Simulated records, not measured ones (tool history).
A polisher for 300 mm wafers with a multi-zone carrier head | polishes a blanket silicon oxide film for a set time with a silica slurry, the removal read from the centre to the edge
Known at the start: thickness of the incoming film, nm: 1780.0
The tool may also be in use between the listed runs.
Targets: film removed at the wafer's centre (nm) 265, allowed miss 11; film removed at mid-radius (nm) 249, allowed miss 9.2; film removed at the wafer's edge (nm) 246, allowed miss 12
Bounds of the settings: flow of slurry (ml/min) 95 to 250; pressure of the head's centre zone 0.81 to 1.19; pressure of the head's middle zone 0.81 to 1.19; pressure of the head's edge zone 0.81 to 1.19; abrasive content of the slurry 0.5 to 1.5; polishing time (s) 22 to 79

run	day	flow of slurry (ml/min)	pressure of the head's centre zone	pressure of the head's middle zone	pressure of the head's edge zone	abrasive content of the slurry	polishing time (s)	film removed at the wafer's centre (nm)	film removed at mid-radius (nm)	film removed at the wafer's edge (nm)
1	0	160	1	1	1	1	50	197.6	207.38	211.13
2	0.021	160	0.96	1	1	1	50	194.5	211.63	200.76
3	0.225	180	1.01	1.01	0.94	1.1	50	219.45	219.14	214.14
4	0.3	180	1.01	1.01	0.94	0.95	50	205.17	211.34	202.27
5	0.429	180	1.04	1.01	0.94	0.95	50	210.24	208.29	199.65
6	0.562	180	1.04	1.01	0.94	0.95	38	163.95	159.39	153.44
7	0.633	190	1.07	1.05	0.97	1.15	40	188.23	186	175.13
8	0.971	195	1.08	1.05	0.99	1.25	42	209.35	202.35	192.14

Which of these 5 next moves meets every target?
A	1.308	170	1.19	0.82	1.02	1.4	48	?	?	?
B	1.308	95	0.97	0.81	1.19	1.35	50	?	?	?
C	1.308	160	1.12	1.03	1.02	1.15	56	?	?	?
D	1.308	195	1.1	1.12	0.99	1.2	54	?	?	?
E	1.308	210	1.03	1.08	0.93	1.5	47	?	?	?

move	film removed at the wafer's centre (nm)	film removed at mid-radius (nm)	film removed at the wafer's edge (nm)
A	263.3	189.42	227.6
B	185.21	165.78	227.83
C	267.67	247.55	246.01
D	267.52	269.35	243.01
E	237.22	247.24	222.78
A: further off than the last run
B: further off than the last run
C: meets every target
D: takes the result that was furthest off past its target
E: brings the result that was furthest off to its target, and leaves another outside
Move C is the one to make.
